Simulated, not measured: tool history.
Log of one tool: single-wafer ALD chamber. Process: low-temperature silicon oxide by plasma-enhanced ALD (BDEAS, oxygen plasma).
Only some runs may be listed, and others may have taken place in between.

| run | hour | heater temperature setpoint (K) | number of ALD cycles (cycles) | mean film thickness on the monitor wafer (nm) |
|---|---|---|---|---|
| 1 | 0.0 | 368.15 | 40 | 6.1833 |
| 2 | 5.9 | 370.15 | 39 | 5.8926 |
| 3 | 10.5 | 370.15 | 42 | 6.3937 |
| 4 | 12.5 | 370.15 | 44 | 6.7043 |
| 5 | 19.3 | 376.15 | 44 | 6.5318 |
| 6 | 27.8 | 378.15 | 43 | 6.3456 |
| 7 | 29.8 | 379.15 | 42 | 6.2184 |

Run 8, settings as shown, results not yet in. Your forecast:
| 8 | 38.0 | 380.15 | 41 | ? |

Run 8 came out at mean film thickness on the monitor wafer (nm) 6.0553.
